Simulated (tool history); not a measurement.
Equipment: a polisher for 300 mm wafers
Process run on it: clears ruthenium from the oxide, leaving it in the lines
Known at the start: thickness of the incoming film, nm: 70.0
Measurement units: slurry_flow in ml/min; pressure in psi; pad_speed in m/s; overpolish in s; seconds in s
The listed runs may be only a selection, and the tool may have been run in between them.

run 1 hour=0 | slurry_flow=225 pressure=1.3 pad_speed=1.06 overpolish=47 | seconds=85.091
run 2 hour=8.8 | slurry_flow=280 pressure=1.3 pad_speed=1.06 overpolish=47 | seconds=81.961
run 3 hour=14.8 | slurry_flow=280 pressure=1.3 pad_speed=1.06 overpolish=47 | seconds=82.625
run 4 hour=15.8 | slurry_flow=230 pressure=1.3 pad_speed=1.06 overpolish=47 | seconds=81.965
run 5 hour=23.9 | slurry_flow=230 pressure=1.2 pad_speed=1.04 overpolish=47 | seconds=92.795
run 6 hour=25.7 | slurry_flow=230 pressure=1.2 pad_speed=1.04 overpolish=47 | seconds=91.497
run 7 hour=27.2 | slurry_flow=230 pressure=1.1 pad_speed=1.04 overpolish=47 | seconds=106.07

Run 8 has not been measured yet. What should we expect?
run 8 hour=33.4 | slurry_flow=230 pressure=1 pad_speed=1.04 overpolish=47 | seconds=?

Run 8 yielded seconds 112.38 s.

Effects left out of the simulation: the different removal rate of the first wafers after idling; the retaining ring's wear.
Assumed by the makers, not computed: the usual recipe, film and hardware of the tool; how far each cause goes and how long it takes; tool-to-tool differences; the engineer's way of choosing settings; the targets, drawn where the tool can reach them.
